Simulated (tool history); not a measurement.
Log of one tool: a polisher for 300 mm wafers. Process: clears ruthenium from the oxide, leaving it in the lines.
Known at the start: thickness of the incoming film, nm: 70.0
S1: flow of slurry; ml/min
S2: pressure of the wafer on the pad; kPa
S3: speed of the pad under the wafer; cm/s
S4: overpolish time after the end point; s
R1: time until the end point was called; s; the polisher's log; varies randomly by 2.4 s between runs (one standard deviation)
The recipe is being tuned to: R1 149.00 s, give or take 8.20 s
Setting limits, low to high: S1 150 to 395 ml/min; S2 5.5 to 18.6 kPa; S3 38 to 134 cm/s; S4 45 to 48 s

run,day,S1,S2,S3,S4,R1
1,0.000,250,11.7,86,45,111.02
2,0.058,250,11.7,108,45,85.11
3,0.383,250,9.7,106,45,104.76
4,0.679,250,9.7,106,45,106.99
5,0.912,310,9.7,106,45,104.72
# day 0.967: head pressure recalibrated
6,0.967,310,8.3,106,45,109.46
7,1.012,305,7.6,102,45,120.86
8,1.229,305,6.9,100,45,138.20

Exactly one of the 5 candidate moves below puts every result within its allowed miss. Which one?
A,1.446,340,6.9,90,45,?
B,1.446,315,7.6,106,48,?
C,1.446,290,6.9,104,47,?
D,1.446,310,7.6,98,46,?
E,1.446,310,6.9,112,45,?

move,R1
A,153.61
B,120.42
C,135.39
D,130.18
E,125.14
A: every result within its allowed miss
B: its largest miss is bigger than the last run's
C: its largest miss is bigger than the last run's
D: its largest miss is bigger than the last run's
E: its largest miss is bigger than the last run's
The right move is A.
